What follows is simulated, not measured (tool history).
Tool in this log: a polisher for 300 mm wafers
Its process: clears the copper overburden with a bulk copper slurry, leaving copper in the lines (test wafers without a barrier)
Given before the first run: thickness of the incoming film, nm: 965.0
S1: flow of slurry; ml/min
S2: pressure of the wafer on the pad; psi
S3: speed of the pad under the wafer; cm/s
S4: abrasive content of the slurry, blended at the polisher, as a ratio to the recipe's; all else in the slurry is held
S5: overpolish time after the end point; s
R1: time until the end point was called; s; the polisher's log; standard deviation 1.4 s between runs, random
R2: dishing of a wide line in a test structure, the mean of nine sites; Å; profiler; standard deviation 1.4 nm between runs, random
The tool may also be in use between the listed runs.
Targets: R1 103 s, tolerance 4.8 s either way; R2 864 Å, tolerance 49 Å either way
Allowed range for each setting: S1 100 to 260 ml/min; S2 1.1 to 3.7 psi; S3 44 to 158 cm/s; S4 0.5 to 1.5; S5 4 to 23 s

run	hour	S1	S2	S3	S4	S5	R1	R2
1	0	165	2.4	100	1	12	142.01	586.5
2	6.3	165	2.4	120	1	12	121.44	693.16
3	7.1	165	2.4	120	1.15	12	117.88	664.85
4	12.7	165	2.4	120	1.05	12	119.85	676.86
5	15.4	135	2.4	120	1.05	12	123.06	664.42
6	20	135	2.5	120	1.05	12	118.34	685.24
7	27.6	135	2.6	120	1.05	12	113.33	705.18
8	36.7	140	2.7	120	1	13	110.61	776.99
9	42.3	145	2.8	120	1	13	107.53	796.23
10	46.6	145	2.9	120	1	13	106.55	804.66

Next run, 4 choices. One meets every target within its allowed miss, the rest don't. Which?
A	50.9	140	2.8	134	1.5	14	?	?
B	50.9	120	2.9	140	0.95	16	?	?
C	50.9	165	3.4	118	1.1	10	?	?
D	50.9	115	3.5	114	0.65	14	?	?

move	R1	R2
A	91.673	975.54
B	94.709	1051.2
C	90.024	781.94
D	104.54	906.76
A: takes the result that was furthest off past its target
B: takes the result that was furthest off past its target
C: further off than the last run
D: hits every target within its allowed miss
D is the move that brings every result within its allowed miss.

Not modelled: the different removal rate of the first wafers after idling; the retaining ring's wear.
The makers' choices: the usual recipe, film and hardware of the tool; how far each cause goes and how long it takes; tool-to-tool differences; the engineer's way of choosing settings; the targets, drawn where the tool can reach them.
